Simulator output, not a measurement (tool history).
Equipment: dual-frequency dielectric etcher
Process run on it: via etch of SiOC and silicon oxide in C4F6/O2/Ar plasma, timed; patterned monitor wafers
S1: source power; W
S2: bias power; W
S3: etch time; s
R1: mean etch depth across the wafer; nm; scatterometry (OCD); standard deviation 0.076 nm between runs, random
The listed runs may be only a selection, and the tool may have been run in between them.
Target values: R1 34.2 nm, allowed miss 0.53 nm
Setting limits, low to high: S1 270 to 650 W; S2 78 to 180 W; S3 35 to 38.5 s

Run 1, hour 0: S1 460 W, S2 129 W, S3 38.5 s. Result: R1 39.415 nm.
Run 2, hour 7.4: S1 460 W, S2 107 W, S3 38.5 s. Result: R1 38.059 nm.
Run 3, hour 9.1: S1 460 W, S2 86 W, S3 38.5 s. Result: R1 36.593 nm.
Run 4, hour 12.8: S1 460 W, S2 97 W, S3 38.5 s. Result: R1 37.338 nm.
Run 5, hour 16.6: S1 540 W, S2 97 W, S3 38.5 s. Result: R1 39.683 nm.
Run 6, hour 24.9: S1 590 W, S2 97 W, S3 38.5 s. Result: R1 40.869 nm.
Run 7, hour 27: S1 520 W, S2 93 W, S3 38.5 s. Result: R1 38.775 nm.
Run 8, hour 30.7: S1 470 W, S2 90 W, S3 38.5 s. Result: R1 36.961 nm.
Run 9, hour 36.5: S1 440 W, S2 89 W, S3 38.5 s. Result: R1 36.132 nm.
Run 10, hour 41.5: S1 420 W, S2 88 W, S3 38.5 s. Result: R1 35.526 nm.
Run 11, hour 45.4: S1 410 W, S2 87 W, S3 38.5 s. Result: R1 35.168 nm.
Run 12, hour 52.8: S1 400 W, S2 87 W, S3 38.5 s. Result: R1 34.913 nm.

Of the 5 settings listed for the next run, only one would bring every result within its allowed miss of target. Which one?
Run A, hour 60.2: S1 410 W, S2 81 W, S3 36.5 s. Result: R1 ?.
Run B, hour 60.2: S1 400 W, S2 117 W, S3 37.5 s. Result: R1 ?.
Run C, hour 60.2: S1 350 W, S2 98 W, S3 37 s. Result: R1 ?.
Run D, hour 60.2: S1 390 W, S2 95 W, S3 37.5 s. Result: R1 ?.
Run E, hour 60.2: S1 420 W, S2 79 W, S3 36.5 s. Result: R1 ?.

move      R1
   A  32.804
   B  35.766
   C  32.529
   D  34.048
   E  32.952
A: moves the result that the last run missed by most past its target, out the other side
B: further off than the last run
C: moves the result that the last run missed by most past its target, out the other side
D: hits every target within its allowed miss
E: moves the result that the last run missed by most past its target, out the other side
D is the move that brings every result within its allowed miss.

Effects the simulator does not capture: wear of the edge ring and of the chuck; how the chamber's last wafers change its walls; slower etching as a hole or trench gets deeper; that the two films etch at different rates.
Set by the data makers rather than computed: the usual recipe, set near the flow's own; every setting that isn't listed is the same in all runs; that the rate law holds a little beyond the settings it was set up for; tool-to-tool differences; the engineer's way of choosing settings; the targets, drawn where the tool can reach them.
